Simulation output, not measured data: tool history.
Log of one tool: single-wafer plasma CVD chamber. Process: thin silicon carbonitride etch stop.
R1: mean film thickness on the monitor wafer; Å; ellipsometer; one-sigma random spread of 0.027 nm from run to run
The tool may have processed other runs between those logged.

Run 1, hour 0.0: RF power (kW) 0.165, deposition time (s) 11.8. Result: R1 65.883 Å.
Run 2, hour 4.6: RF power (kW) 0.165, deposition time (s) 13.4. Result: R1 74.379 Å.
Run 3, hour 6.9: RF power (kW) 0.165, deposition time (s) 12.5. Result: R1 69.917 Å.
Run 4, hour 10.8: RF power (kW) 0.155, deposition time (s) 11.5. Result: R1 62.660 Å.
Run 5, hour 12.5: RF power (kW) 0.150, deposition time (s) 10.9. Result: R1 59.424 Å.
Run 6, hour 19.5: RF power (kW) 0.145, deposition time (s) 10.4. Result: R1 55.683 Å.
Run 7, hour 25.1: RF power (kW) 0.140, deposition time (s) 10.1. Result: R1 54.160 Å.

What will run 8 give?
Run 8, hour 31.9: RF power (kW) 0.135, deposition time (s) 9.8. Result: R1 ?.

Logged for run 8: R1 50.818 Å.
